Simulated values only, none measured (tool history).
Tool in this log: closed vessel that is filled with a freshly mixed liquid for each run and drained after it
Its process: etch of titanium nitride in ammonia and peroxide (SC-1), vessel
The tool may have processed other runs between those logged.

| run | day | temperature setpoint of the liquid (C) | parts of water to one part of 30 % peroxide (parts by volume) | parts of 29 % ammonia solution to one part of 30 % peroxide (parts by volume) | time in the liquid (s) | thickness taken off the titanium nitride on a monitor wafer (angstrom) |
|---|---|---|---|---|---|---|
| 1 | 0 | 62 | 6.5 | 0.9 | 610 | 1026 |
| 2 | 0.175 | 55.5 | 6.5 | 0.9 | 610 | 663.98 |
| 3 | 0.538 | 58 | 6.5 | 0.9 | 610 | 775.87 |
| 4 | 0.604 | 58 | 5 | 0.9 | 610 | 899.08 |
| 5 | 0.671 | 58 | 5 | 0.75 | 610 | 871.05 |
| 6 | 1 | 59.5 | 5 | 0.75 | 610 | 942.89 |
| 7 | 1.121 | 60.5 | 5 | 0.75 | 610 | 1021 |
| 8 | 1.488 | 60.5 | 5 | 0.75 | 610 | 1015.5 |
| 9 | 1.583 | 61.5 | 5 | 0.75 | 610 | 1085.6 |
| 10 | 1.696 | 62.5 | 5 | 0.75 | 610 | 1155.9 |
| 11 | 2.008 | 63 | 5 | 0.75 | 610 | 1195.7 |

The next listed run, before its measurement:
| 12 | 2.362 | 63.5 | 5 | 0.75 | 610 | ? |

thickness taken off the titanium nitride on a monitor wafer (angstrom): 1241.5
